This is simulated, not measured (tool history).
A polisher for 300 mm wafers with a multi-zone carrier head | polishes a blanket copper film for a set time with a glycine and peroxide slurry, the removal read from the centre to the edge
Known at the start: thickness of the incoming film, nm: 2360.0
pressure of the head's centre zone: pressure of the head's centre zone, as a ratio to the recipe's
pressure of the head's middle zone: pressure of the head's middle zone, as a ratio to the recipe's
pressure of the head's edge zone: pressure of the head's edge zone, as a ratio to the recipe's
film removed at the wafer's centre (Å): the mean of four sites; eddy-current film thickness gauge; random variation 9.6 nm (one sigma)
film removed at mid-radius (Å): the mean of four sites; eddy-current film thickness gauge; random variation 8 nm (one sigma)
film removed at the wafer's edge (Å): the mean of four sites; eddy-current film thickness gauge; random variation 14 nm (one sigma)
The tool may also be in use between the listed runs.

run    day  flow of slurry (ml/min)  pressure of the head's centre zone  pressure of the head's middle zone  pressure of the head's edge zone  polishing time (s)  film removed at the wafer's centre (Å)  film removed at mid-radius (Å)  film removed at the wafer's edge (Å)
  1  0.000                      170                                1.00                                1.00                              1.00                  75                                  6061.9                          6154.3                                6270.1
  2  0.325                      170                                1.00                                1.00                              1.06                  75                                  6082.8                          6031.3                                6310.6
  3  0.538                      150                                1.00                                1.00                              1.06                  75                                  6060.2                          5891.1                                6262.5
  4  0.758                      150                                0.97                                0.97                              1.09                  82                                  6492.2                          6254.2                                6905.5
  5  0.833                      150                                0.97                                0.97                              1.09                  98                                  7572.8                          7556.3                                8236.1
  6  1.092                      150                                0.97                                0.91                              1.09                  98                                  7569.6                          7200.0                                8095.7
  7  1.333                      145                                0.94                                0.90                              1.12                 100                                  7400.9                          7244.8                                8454.8

Run 8 comes next. What will it give?
  8  1.521                      145                                0.93                                0.89                              1.14                 101                                       ?                               ?                                     ?

film removed at the wafer's centre (Å): 7194.1
film removed at mid-radius (Å): 7174.2
film removed at the wafer's edge (Å): 8654.1

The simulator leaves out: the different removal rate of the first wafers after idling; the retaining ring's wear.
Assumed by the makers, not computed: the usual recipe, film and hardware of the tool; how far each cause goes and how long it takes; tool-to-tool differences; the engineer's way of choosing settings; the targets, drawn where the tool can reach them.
